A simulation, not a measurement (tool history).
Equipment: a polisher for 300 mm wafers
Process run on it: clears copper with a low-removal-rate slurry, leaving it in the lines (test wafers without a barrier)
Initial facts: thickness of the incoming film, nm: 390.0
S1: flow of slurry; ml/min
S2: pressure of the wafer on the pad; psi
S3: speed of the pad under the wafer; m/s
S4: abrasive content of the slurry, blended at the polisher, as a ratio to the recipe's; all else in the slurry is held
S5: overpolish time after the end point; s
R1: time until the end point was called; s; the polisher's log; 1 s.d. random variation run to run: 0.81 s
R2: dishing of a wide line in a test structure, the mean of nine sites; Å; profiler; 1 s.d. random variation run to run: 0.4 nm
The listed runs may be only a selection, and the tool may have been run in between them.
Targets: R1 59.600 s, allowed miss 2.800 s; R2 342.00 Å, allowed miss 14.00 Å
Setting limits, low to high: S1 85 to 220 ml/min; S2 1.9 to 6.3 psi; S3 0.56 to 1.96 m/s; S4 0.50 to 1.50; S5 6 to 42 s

| run | day | S1 | S2 | S3 | S4 | S5 | R1 | R2 |
|---|---|---|---|---|---|---|---|---|
| 1 | 0.000 | 140 | 4.1 | 1.26 | 1.00 | 21 | 58.851 | 612.98 |
| 2 | 0.338 | 165 | 4.1 | 1.26 | 1.00 | 21 | 56.171 | 618.50 |
| 3 | 0.692 | 165 | 3.5 | 1.26 | 1.00 | 21 | 64.601 | 565.64 |
| 4 | 0.775 | 165 | 3.5 | 1.46 | 1.00 | 21 | 56.175 | 617.32 |
| 5 | 0.842 | 165 | 3.5 | 1.46 | 1.10 | 21 | 54.185 | 637.08 |
| 6 | 0.950 | 165 | 3.5 | 1.76 | 1.10 | 21 | 45.981 | 698.38 |
| 7 | 1.079 | 185 | 3.1 | 1.78 | 0.90 | 16 | 51.296 | 565.77 |
| 8 | 1.125 | 220 | 2.0 | 1.96 | 0.65 | 6 | 67.318 | 211.52 |
| 9 | 1.367 | 195 | 2.2 | 1.92 | 0.70 | 6 | 64.127 | 222.64 |
| 10 | 1.483 | 195 | 2.4 | 1.86 | 0.80 | 7 | 60.956 | 272.28 |
| 11 | 1.650 | 195 | 2.4 | 1.82 | 0.85 | 8 | 61.938 | 299.00 |
| 12 | 1.862 | 195 | 2.5 | 1.80 | 0.85 | 8 | 59.588 | 308.73 |
| 13 | 2.146 | 195 | 2.5 | 1.78 | 0.85 | 8 | 61.335 | 301.48 |
| 14 | 2.171 | 195 | 2.5 | 1.76 | 0.85 | 8 | 61.965 | 302.83 |
| 15 | 2.458 | 200 | 2.6 | 1.74 | 0.85 | 8 | 61.451 | 306.04 |
| 16 | 2.833 | 200 | 2.6 | 1.72 | 0.85 | 8 | 61.431 | 295.79 |

5 candidate next runs follow, results not yet known. Just one meets every target within its allowed miss. Identify it.
| A | 3.208 | 220 | 2.6 | 1.80 | 0.70 | 9 | ? | ? |
| B | 3.208 | 190 | 2.1 | 1.84 | 0.95 | 11 | ? | ? |
| C | 3.208 | 205 | 2.6 | 1.52 | 0.95 | 12 | ? | ? |
| D | 3.208 | 205 | 2.6 | 1.76 | 0.85 | 10 | ? | ? |
| E | 3.208 | 185 | 3.1 | 1.60 | 0.75 | 10 | ? | ? |

| move | R1 | R2 |
|---|---|---|
| A | 61.012 | 337.29 |
| B | 67.591 | 358.37 |
| C | 68.380 | 383.65 |
| D | 60.597 | 366.84 |
| E | 60.072 | 372.96 |
A: every result within its allowed miss
B: carries the result that was furthest off beyond its target, to the other side
C: carries the result that was furthest off beyond its target, to the other side
D: carries the result that was furthest off beyond its target, to the other side
E: carries the result that was furthest off beyond its target, to the other side
The move that meets every target is A.

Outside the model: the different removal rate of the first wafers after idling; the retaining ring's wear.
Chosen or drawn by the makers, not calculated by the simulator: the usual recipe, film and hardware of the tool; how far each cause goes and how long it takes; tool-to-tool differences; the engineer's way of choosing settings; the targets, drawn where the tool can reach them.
